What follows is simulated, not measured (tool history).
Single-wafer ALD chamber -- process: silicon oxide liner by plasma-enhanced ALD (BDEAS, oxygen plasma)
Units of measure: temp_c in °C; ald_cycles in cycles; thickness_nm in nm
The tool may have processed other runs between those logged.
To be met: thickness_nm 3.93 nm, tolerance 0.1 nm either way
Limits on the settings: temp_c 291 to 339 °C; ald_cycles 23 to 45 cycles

| run | day | temp_c | ald_cycles | thickness_nm |
|---|---|---|---|---|
| 1 | 0 | 315 | 34 | 3.3306 |
| 2 | 0.217 | 321 | 34 | 3.3149 |
| 3 | 0.346 | 321 | 30 | 2.932 |
| 4 | 0.7 | 316 | 30 | 2.9773 |
| 5 | 0.746 | 321 | 30 | 2.9312 |
| 6 | 0.796 | 331 | 30 | 2.8823 |
| 7 | 0.954 | 330 | 32 | 3.0909 |
| 8 | 1.317 | 330 | 33 | 3.1845 |
| 9 | 1.55 | 330 | 34 | 3.2571 |
| 10 | 1.625 | 330 | 35 | 3.3598 |
| 11 | 1.775 | 330 | 36 | 3.4525 |
| 12 | 2.146 | 330 | 37 | 3.5625 |
| 13 | 2.275 | 329 | 39 | 3.7559 |

4 candidate next runs follow, results not yet known. Just one meets every target within its allowed miss. Identify it.
| A | 2.404 | 328 | 44 | ? |
| B | 2.404 | 325 | 38 | ? |
| C | 2.404 | 328 | 41 | ? |
| D | 2.404 | 333 | 39 | ? |

| move | thickness_nm |
|---|---|
| A | 4.2662 |
| B | 3.7021 |
| C | 3.9754 |
| D | 3.7512 |
A: moves the result that the last run missed by most past its target, out the other side
B: moves away from the targets compared with the last run
C: in spec on every target
D: roughly where the last run was
The right move is C.
